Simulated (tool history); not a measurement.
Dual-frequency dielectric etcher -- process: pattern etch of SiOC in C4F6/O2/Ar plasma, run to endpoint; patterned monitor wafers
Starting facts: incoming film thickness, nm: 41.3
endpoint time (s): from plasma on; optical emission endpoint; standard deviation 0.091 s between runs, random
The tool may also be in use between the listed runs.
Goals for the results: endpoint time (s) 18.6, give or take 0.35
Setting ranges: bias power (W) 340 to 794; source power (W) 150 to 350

run 1 hour=0 | bias_power_(W)=567 source_power_(W)=250 | endpoint_time_(s)=15.975
run 2 hour=6.2 | bias_power_(W)=508 source_power_(W)=250 | endpoint_time_(s)=17.038
run 3 hour=7.2 | bias_power_(W)=508 source_power_(W)=280 | endpoint_time_(s)=16.532
run 4 hour=13.8 | bias_power_(W)=547 source_power_(W)=280 | endpoint_time_(s)=15.63
run 5 hour=18.1 | bias_power_(W)=476 source_power_(W)=280 | endpoint_time_(s)=16.921
run 6 hour=26.4 | bias_power_(W)=449 source_power_(W)=280 | endpoint_time_(s)=17.687
run 7 hour=32.2 | bias_power_(W)=437 source_power_(W)=280 | endpoint_time_(s)=18.04
run 8 hour=38.9 | bias_power_(W)=430 source_power_(W)=280 | endpoint_time_(s)=18.097

Below are 4 possible settings for the next run. Only one of them brings all results inside the allowed miss of their targets. Which is it?
run A hour=45.6 | bias_power_(W)=477 source_power_(W)=260 | endpoint_time_(s)=?
run B hour=45.6 | bias_power_(W)=443 source_power_(W)=290 | endpoint_time_(s)=?
run C hour=45.6 | bias_power_(W)=424 source_power_(W)=260 | endpoint_time_(s)=?
run D hour=45.6 | bias_power_(W)=423 source_power_(W)=310 | endpoint_time_(s)=?

move=A endpoint_time_(s)=17.621
move=B endpoint_time_(s)=17.856
move=C endpoint_time_(s)=18.93
move=D endpoint_time_(s)=18.014
A: the biggest miss grows against the last run
B: the biggest miss grows against the last run
C: every result lands within tolerance
D: the biggest miss grows against the last run
Answer: C
